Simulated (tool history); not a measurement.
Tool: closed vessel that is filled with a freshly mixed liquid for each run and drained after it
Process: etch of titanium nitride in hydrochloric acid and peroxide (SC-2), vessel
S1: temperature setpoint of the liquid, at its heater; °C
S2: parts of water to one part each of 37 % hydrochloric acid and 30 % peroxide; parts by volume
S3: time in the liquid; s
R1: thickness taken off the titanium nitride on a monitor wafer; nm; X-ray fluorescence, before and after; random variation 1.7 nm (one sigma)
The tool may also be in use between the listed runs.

run  hour    S1  S2    S3       R1
  1   0.0  57.0  11  2035   96.097
  2   1.8  57.0  14  2035   78.135
  3   9.7  57.0  14  2185   84.094
  4  13.4  57.0  14  2185   84.332
  5  16.7  61.5  12  2185  128.140
  6  18.9  64.5  10  2185  178.860

Forecast run 7:
  7  23.5  67.0   9  2185   ?

R1: 227.230 nm
